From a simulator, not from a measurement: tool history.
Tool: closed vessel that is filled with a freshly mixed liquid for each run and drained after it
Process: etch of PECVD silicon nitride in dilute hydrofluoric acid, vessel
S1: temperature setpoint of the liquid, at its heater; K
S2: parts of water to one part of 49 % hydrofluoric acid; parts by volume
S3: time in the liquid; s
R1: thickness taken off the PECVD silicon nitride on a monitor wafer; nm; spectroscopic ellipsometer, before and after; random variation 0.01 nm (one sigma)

Run 1, hour 0: S1 297.15 K, S2 70 parts by volume, S3 160 s. Result: R1 6.0487 nm.
Run 2, hour 0.6: S1 295.15 K, S2 85 parts by volume, S3 145 s. Result: R1 3.8827 nm.
Run 3, hour 5.7: S1 292.15 K, S2 85 parts by volume, S3 145 s. Result: R1 3.1993 nm.
Run 4, hour 11.6: S1 292.15 K, S2 60 parts by volume, S3 145 s. Result: R1 4.4896 nm.
At hour 17.5: thermometer replaced.
Run 5, hour 17.5: S1 291.65 K, S2 80 parts by volume, S3 140 s. Result: R1 2.7937 nm.
Run 6, hour 24.5: S1 291.65 K, S2 60 parts by volume, S3 140 s. Result: R1 3.7144 nm.

Forecast run 7:
Run 7, hour 31.1: S1 291.15 K, S2 80 parts by volume, S3 140 s. Result: R1 ?.

R1: 2.6914 nm
